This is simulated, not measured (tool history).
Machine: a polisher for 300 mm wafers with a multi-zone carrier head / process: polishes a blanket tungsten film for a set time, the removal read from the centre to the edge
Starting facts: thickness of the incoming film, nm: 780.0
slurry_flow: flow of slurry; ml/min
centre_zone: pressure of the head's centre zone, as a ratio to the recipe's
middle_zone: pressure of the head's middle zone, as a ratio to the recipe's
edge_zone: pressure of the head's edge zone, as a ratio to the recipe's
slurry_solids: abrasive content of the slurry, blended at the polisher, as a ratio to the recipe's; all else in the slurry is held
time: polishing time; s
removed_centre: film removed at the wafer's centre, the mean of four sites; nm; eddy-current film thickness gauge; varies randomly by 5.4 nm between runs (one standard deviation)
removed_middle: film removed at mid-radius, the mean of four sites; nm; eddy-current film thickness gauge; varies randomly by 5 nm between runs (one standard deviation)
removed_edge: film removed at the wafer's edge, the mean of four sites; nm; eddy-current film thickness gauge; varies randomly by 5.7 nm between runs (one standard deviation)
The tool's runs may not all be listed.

run 1 hour=0 | slurry_flow=260 centre_zone=1 middle_zone=1 edge_zone=1 slurry_solids=1 time=38 | removed_centre=337.64 removed_middle=330.31 removed_edge=323.34
run 2 hour=6.1 | slurry_flow=215 centre_zone=1 middle_zone=1 edge_zone=1 slurry_solids=1 time=38 | removed_centre=328.64 removed_middle=314.06 removed_edge=317.36
run 3 hour=14.8 | slurry_flow=225 centre_zone=1.01 middle_zone=1.02 edge_zone=1.01 slurry_solids=1.05 time=38 | removed_centre=332.68 removed_middle=325.9 removed_edge=316.46
run 4 hour=20.4 | slurry_flow=250 centre_zone=1.01 middle_zone=1.02 edge_zone=1.01 slurry_solids=1.05 time=38 | removed_centre=339.08 removed_middle=322.15 removed_edge=323.24
run 5 hour=26.8 | slurry_flow=250 centre_zone=1.09 middle_zone=1.02 edge_zone=1.01 slurry_solids=1.05 time=38 | removed_centre=373.36 removed_middle=334.29 removed_edge=316.71
run 6 hour=33.6 | slurry_flow=255 centre_zone=1.08 middle_zone=1.04 edge_zone=1.01 slurry_solids=1.1 time=39 | removed_centre=379.93 removed_middle=352.31 removed_edge=335.51
run 7 hour=35.4 | slurry_flow=260 centre_zone=1.08 middle_zone=1.06 edge_zone=1.01 slurry_solids=1.15 time=39 | removed_centre=388.36 removed_middle=359.35 removed_edge=341.45
run 8 hour=36.8 | slurry_flow=265 centre_zone=1.07 middle_zone=1.07 edge_zone=1 slurry_solids=1.15 time=39 | removed_centre=382.83 removed_middle=362.79 removed_edge=329.85

For run 9, what comes out?
run 9 hour=39.7 | slurry_flow=270 centre_zone=1.07 middle_zone=1.08 edge_zone=1.01 slurry_solids=1.2 time=39 | removed_centre=? removed_middle=? removed_edge=?

{"run 9": {"removed_centre": 387.16, "removed_middle": 379.92, "removed_edge": 335.44}}
